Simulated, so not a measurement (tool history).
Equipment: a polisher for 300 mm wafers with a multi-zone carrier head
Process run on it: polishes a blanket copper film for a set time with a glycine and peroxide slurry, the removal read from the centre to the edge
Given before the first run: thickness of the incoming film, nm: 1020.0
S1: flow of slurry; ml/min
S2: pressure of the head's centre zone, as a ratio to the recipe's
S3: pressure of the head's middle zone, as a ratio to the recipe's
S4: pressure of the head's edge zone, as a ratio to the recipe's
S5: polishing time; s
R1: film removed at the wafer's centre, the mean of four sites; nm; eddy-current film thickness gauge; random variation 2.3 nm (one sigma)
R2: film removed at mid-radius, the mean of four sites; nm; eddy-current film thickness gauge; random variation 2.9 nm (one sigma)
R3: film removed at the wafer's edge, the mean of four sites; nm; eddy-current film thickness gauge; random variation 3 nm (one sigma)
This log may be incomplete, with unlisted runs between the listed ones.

run	hour	S1	S2	S3	S4	S5	R1	R2	R3
1	0.0	200	1.00	1.00	1.00	44	203.17	198.36	200.20
2	1.8	170	1.00	1.00	1.00	44	201.06	197.94	195.46
3	5.8	170	0.94	1.00	1.00	44	186.88	196.60	200.09
4	10.1	170	0.94	0.94	1.00	44	188.58	185.53	200.52
5	11.3	175	0.95	0.96	1.01	45	191.64	198.46	208.02
6	15.2	180	0.96	0.98	1.02	45	197.08	198.79	206.47
7	22.2	180	0.96	0.98	1.02	45	197.82	202.04	208.82
8	23.2	185	0.97	1.00	1.03	45	202.29	208.55	208.99

What will run 9 give?
9	25.2	190	0.97	1.01	1.04	45	?	?	?

R1: 201.05 nm
R2: 207.64 nm
R3: 205.57 nm
